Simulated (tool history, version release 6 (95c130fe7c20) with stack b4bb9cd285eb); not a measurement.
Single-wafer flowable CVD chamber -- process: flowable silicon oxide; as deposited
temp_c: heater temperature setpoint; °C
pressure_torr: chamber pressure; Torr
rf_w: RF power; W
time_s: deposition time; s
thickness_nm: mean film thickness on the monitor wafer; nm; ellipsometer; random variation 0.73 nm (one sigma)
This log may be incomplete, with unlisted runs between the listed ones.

| run | hour | temp_c | pressure_torr | rf_w | time_s | thickness_nm |
|---|---|---|---|---|---|---|
| 1 | 0 | 95 | 0.782 | 1810 | 669 | 433.85 |
| 2 | 6.6 | 87 | 0.782 | 1810 | 669 | 582.65 |
| 3 | 15.1 | 95 | 0.782 | 1810 | 669 | 435.01 |
| 4 | 19.5 | 98 | 0.781 | 1810 | 669 | 388.58 |
| 5 | 23.6 | 100 | 0.78 | 1810 | 669 | 359.3 |
| 6 | 28.1 | 100 | 0.733 | 1810 | 669 | 338.11 |

What will run 7 give?
| 7 | 36.4 | 112 | 0.726 | 1810 | 669 | ? |

{"run 7": {"thickness_nm": 213.61}}
